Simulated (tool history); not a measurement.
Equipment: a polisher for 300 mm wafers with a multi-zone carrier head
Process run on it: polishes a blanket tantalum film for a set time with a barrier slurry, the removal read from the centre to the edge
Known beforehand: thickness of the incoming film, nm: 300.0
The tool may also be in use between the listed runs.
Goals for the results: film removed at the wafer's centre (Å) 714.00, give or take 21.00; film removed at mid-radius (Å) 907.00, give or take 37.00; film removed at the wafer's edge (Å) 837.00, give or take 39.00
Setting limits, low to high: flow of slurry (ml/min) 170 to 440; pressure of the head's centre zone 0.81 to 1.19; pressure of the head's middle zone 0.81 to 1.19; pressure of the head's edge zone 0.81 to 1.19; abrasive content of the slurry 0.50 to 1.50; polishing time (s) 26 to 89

run  hour  flow of slurry (ml/min)  pressure of the head's centre zone  pressure of the head's middle zone  pressure of the head's edge zone  abrasive content of the slurry  polishing time (s)  film removed at the wafer's centre (Å)  film removed at mid-radius (Å)  film removed at the wafer's edge (Å)
  1   0.0                      280                                1.00                                1.00                              1.00                            1.00                  57                                  885.21                          952.29                                916.24
  2   5.5                      280                                1.00                                1.00                              1.00                            1.20                  57                                  958.69                          990.90                                957.43
  3   8.8                      280                                1.00                                0.96                              1.00                            1.20                  57                                  940.30                          983.43                                949.81
  4  11.0                      280                                1.00                                0.88                              1.00                            1.20                  57                                  931.96                          884.76                                969.60
  5  18.8                      275                                0.96                                0.90                              0.97                            1.15                  57                                  895.53                          895.31                                960.10
  6  27.6                      275                                0.88                                0.90                              0.97                            1.15                  57                                  835.31                          903.88                                950.89
  7  31.1                      275                                0.86                                0.93                              0.96                            1.10                  57                                  807.50                          904.38                                914.26
  8  38.1                      275                                0.86                                0.93                              0.96                            1.10                  57                                  801.84                          893.77                                944.32
  9  43.3                      275                                0.85                                0.97                              0.94                            1.05                  57                                  788.09                          909.79                                907.67
 10  46.5                      270                                0.84                                0.99                              0.93                            1.00                  57                                  754.14                          910.16                                906.70

Consider the 4 candidate settings below. Which is the only one whose results all fall within their allowed miss of target?
  A  49.7                      255                                0.87                                0.95                              0.90                            1.05                  57                                       ?                               ?                                     ?
  B  49.7                      170                                0.81                                0.99                              0.99                            0.55                  84                                       ?                               ?                                     ?
  C  49.7                      240                                0.85                                1.05                              0.92                            1.05                  54                                       ?                               ?                                     ?
  D  49.7                      230                                0.85                                0.99                              0.94                            0.95                  60                                       ?                               ?                                     ?

move  film removed at the wafer's centre (Å)  film removed at mid-radius (Å)  film removed at the wafer's edge (Å)
   A                                  790.59                          877.00                                907.66
   B                                  730.08                          904.17                                974.61
   C                                  724.43                          892.85                                859.64
   D                                  770.06                          904.44                                927.72
A: further off than the last run
B: the furthest-off result lands on target, but another misses its tolerance
C: each result inside its tolerance
D: further off than the last run
The move that meets every target is C.
